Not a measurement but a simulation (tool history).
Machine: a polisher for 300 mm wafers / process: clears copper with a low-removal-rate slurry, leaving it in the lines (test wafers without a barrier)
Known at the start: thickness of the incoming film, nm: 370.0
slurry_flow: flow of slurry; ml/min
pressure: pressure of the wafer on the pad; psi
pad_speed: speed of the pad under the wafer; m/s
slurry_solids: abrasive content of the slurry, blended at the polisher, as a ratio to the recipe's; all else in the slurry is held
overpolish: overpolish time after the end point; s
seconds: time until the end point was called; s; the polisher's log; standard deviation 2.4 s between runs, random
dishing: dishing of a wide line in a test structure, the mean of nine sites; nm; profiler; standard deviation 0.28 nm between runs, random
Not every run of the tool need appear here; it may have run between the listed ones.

{"run": 1, "hour": 0.0, "slurry_flow": 245, "pressure": 3.8, "pad_speed": 1.02, "slurry_solids": 1.0, "overpolish": 13, "seconds": 111.48, "dishing": 32.279}
{"run": 2, "hour": 5.0, "slurry_flow": 245, "pressure": 3.8, "pad_speed": 1.02, "slurry_solids": 1.0, "overpolish": 18, "seconds": 112.69, "dishing": 41.757}
{"run": 3, "hour": 10.6, "slurry_flow": 245, "pressure": 3.6, "pad_speed": 1.02, "slurry_solids": 1.0, "overpolish": 17, "seconds": 118.35, "dishing": 37.643}
{"run": 4, "hour": 13.0, "slurry_flow": 245, "pressure": 2.7, "pad_speed": 1.02, "slurry_solids": 1.0, "overpolish": 17, "seconds": 161.06, "dishing": 29.285}
{"run": 5, "hour": 18.9, "slurry_flow": 245, "pressure": 2.8, "pad_speed": 1.02, "slurry_solids": 1.0, "overpolish": 16, "seconds": 148.59, "dishing": 28.904}
{"run": 6, "hour": 24.9, "slurry_flow": 245, "pressure": 2.8, "pad_speed": 1.02, "slurry_solids": 1.0, "overpolish": 15, "seconds": 154.55, "dishing": 27.296}
{"run": 7, "hour": 28.6, "slurry_flow": 245, "pressure": 2.9, "pad_speed": 1.02, "slurry_solids": 1.0, "overpolish": 14, "seconds": 154.22, "dishing": 27.309}
{"run": 8, "hour": 30.9, "slurry_flow": 245, "pressure": 3.0, "pad_speed": 1.02, "slurry_solids": 1.0, "overpolish": 13, "seconds": 143.52, "dishing": 26.267}

For run 9, what comes out?
{"run": 9, "hour": 35.2, "slurry_flow": 245, "pressure": 3.0, "pad_speed": 1.02, "slurry_solids": 1.0, "overpolish": 10, "seconds": "?", "dishing": "?"}

seconds: 145.52 s
dishing: 20.336 nm
